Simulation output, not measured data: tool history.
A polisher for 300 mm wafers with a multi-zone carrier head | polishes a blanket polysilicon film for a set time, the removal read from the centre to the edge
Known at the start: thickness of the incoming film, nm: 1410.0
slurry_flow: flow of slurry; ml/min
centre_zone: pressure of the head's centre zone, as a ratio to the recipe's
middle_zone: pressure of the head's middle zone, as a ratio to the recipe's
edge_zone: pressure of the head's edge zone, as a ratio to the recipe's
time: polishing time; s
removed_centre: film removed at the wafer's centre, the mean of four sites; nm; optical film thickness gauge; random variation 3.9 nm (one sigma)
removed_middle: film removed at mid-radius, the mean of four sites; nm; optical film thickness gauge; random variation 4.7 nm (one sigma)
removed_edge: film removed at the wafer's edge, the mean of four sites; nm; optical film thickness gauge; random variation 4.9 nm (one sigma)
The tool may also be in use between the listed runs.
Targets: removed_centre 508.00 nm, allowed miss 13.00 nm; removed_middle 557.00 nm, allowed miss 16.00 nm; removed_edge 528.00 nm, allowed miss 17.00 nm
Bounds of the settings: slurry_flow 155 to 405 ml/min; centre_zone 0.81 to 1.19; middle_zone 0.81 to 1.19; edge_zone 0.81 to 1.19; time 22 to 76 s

Run 1, hour 0.0: slurry_flow 260 ml/min, centre_zone 1.00, middle_zone 1.00, edge_zone 1.00, time 49 s. Result: removed_centre 397.87 nm, removed_middle 392.51 nm, removed_edge 393.05 nm.
Run 2, hour 8.3: slurry_flow 260 ml/min, centre_zone 1.00, middle_zone 1.00, edge_zone 0.95, time 49 s. Result: removed_centre 393.91 nm, removed_middle 400.13 nm, removed_edge 380.95 nm.
Run 3, hour 13.6: slurry_flow 260 ml/min, centre_zone 1.00, middle_zone 1.05, edge_zone 0.95, time 49 s. Result: removed_centre 390.41 nm, removed_middle 408.62 nm, removed_edge 387.00 nm.
Run 4, hour 20.4: slurry_flow 275 ml/min, centre_zone 1.01, middle_zone 1.09, edge_zone 0.97, time 52 s. Result: removed_centre 429.35 nm, removed_middle 454.97 nm, removed_edge 415.99 nm.
Run 5, hour 28.6: slurry_flow 285 ml/min, centre_zone 1.00, middle_zone 1.12, edge_zone 1.02, time 54 s. Result: removed_centre 441.43 nm, removed_middle 482.00 nm, removed_edge 438.14 nm.
Run 6, hour 31.6: slurry_flow 285 ml/min, centre_zone 1.00, middle_zone 1.13, edge_zone 1.06, time 56 s. Result: removed_centre 451.33 nm, removed_middle 500.86 nm, removed_edge 461.76 nm.
Run 7, hour 36.8: slurry_flow 295 ml/min, centre_zone 1.01, middle_zone 1.14, edge_zone 1.09, time 57 s. Result: removed_centre 464.51 nm, removed_middle 527.89 nm, removed_edge 483.15 nm.
Run 8, hour 42.1: slurry_flow 310 ml/min, centre_zone 1.03, middle_zone 1.13, edge_zone 1.11, time 57 s. Result: removed_centre 477.12 nm, removed_middle 513.47 nm, removed_edge 481.26 nm.
Run 9, hour 42.7: slurry_flow 310 ml/min, centre_zone 1.03, middle_zone 1.14, edge_zone 1.13, time 58 s. Result: removed_centre 485.18 nm, removed_middle 530.55 nm, removed_edge 494.11 nm.
Run 10, hour 49.5: slurry_flow 315 ml/min, centre_zone 1.03, middle_zone 1.14, edge_zone 1.15, time 59 s. Result: removed_centre 497.83 nm, removed_middle 544.34 nm, removed_edge 511.06 nm.

5 next moves are on the table. One of them brings every result within its allowed miss. Which?
Run A, hour 56.3: slurry_flow 250 ml/min, centre_zone 1.07, middle_zone 1.18, edge_zone 1.13, time 59 s. Result: removed_centre ?, removed_middle ?, removed_edge ?.
Run B, hour 56.3: slurry_flow 370 ml/min, centre_zone 1.11, middle_zone 1.17, edge_zone 1.16, time 55 s. Result: removed_centre ?, removed_middle ?, removed_edge ?.
Run C, hour 56.3: slurry_flow 240 ml/min, centre_zone 1.01, middle_zone 1.13, edge_zone 1.13, time 63 s. Result: removed_centre ?, removed_middle ?, removed_edge ?.
Run D, hour 56.3: slurry_flow 405 ml/min, centre_zone 1.07, middle_zone 1.18, edge_zone 1.07, time 57 s. Result: removed_centre ?, removed_middle ?, removed_edge ?.
Run E, hour 56.3: slurry_flow 360 ml/min, centre_zone 1.11, middle_zone 1.19, edge_zone 1.07, time 57 s. Result: removed_centre ?, removed_middle ?, removed_edge ?.

move  removed_centre  removed_middle  removed_edge
   A          510.68          538.74        497.42
   B          512.71          515.45        482.22
   C          512.00          552.11        529.87
   D          515.77          541.81        482.38
   E          530.23          541.04        479.14
A: further off than the last run
B: further off than the last run
C: meets every target
D: further off than the last run
E: further off than the last run
The right move is C.
